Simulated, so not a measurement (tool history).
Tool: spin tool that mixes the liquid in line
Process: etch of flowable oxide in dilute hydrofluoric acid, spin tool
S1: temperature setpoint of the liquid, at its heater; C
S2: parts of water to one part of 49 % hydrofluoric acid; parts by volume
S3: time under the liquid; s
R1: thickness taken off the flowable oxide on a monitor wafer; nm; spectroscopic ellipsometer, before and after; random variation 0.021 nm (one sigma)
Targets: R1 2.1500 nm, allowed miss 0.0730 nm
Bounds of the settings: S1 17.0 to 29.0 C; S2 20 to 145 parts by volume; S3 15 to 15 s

run,day,S1,S2,S3,R1
1,0.000,21.0,80,15,3.4800
2,0.129,21.0,55,15,5.2310
3,0.204,21.0,55,15,5.1795
4,0.392,21.0,55,15,5.1286
5,0.475,21.0,55,15,5.1704
6,0.596,20.5,65,15,4.2718
7,0.875,20.0,70,15,3.7985
8,0.900,19.5,75,15,3.5348
9,0.992,19.0,80,15,3.2115
10,1.292,18.5,85,15,2.9025
11,1.417,18.0,90,15,2.7187
12,1.571,18.0,95,15,2.5210
13,1.850,17.5,100,15,2.3357

Which of these 4 next moves meets every target?
A,2.129,18.0,120,15,?
B,2.129,18.0,115,15,?
C,2.129,17.0,90,15,?
D,2.129,17.0,105,15,?

move,R1
A,1.9463
B,2.0415
C,2.5679
D,2.1669
A: takes the result that was furthest off past its target
B: takes the result that was furthest off past its target
C: further off than the last run
D: meets every target
Move D is the one to make.
